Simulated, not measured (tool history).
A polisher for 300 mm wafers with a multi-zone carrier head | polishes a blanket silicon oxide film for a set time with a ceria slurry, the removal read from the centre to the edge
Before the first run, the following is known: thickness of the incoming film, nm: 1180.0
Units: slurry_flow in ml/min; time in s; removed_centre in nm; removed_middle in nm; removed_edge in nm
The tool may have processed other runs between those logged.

run 1 day=0.000 | slurry_flow=310 centre_zone=1.00 middle_zone=1.00 edge_zone=1.00 time=42 | removed_centre=155.94 removed_middle=156.53 removed_edge=157.58
run 2 day=0.246 | slurry_flow=315 centre_zone=0.99 middle_zone=1.05 edge_zone=1.00 time=45 | removed_centre=168.59 removed_middle=174.01 removed_edge=167.79
run 3 day=0.342 | slurry_flow=315 centre_zone=0.99 middle_zone=1.05 edge_zone=1.00 time=50 | removed_centre=188.45 removed_middle=196.77 removed_edge=181.34
run 4 day=0.562 | slurry_flow=315 centre_zone=0.99 middle_zone=1.05 edge_zone=1.04 time=50 | removed_centre=184.19 removed_middle=193.17 removed_edge=190.11
run 5 day=0.783 | slurry_flow=320 centre_zone=0.97 middle_zone=1.09 edge_zone=1.04 time=52 | removed_centre=189.89 removed_middle=209.64 removed_edge=192.86
run 6 day=1.117 | slurry_flow=320 centre_zone=1.00 middle_zone=1.09 edge_zone=1.04 time=52 | removed_centre=196.31 removed_middle=211.34 removed_edge=198.88
run 7 day=1.438 | slurry_flow=325 centre_zone=0.98 middle_zone=1.12 edge_zone=1.05 time=53 | removed_centre=196.49 removed_middle=225.32 removed_edge=202.10

The next listed run, before its measurement:
run 8 day=1.775 | slurry_flow=330 centre_zone=0.98 middle_zone=1.14 edge_zone=1.06 time=53 | removed_centre=? removed_middle=? removed_edge=?

{"run 8": {"removed_centre": 193.77, "removed_middle": 220.98, "removed_edge": 197.55}}
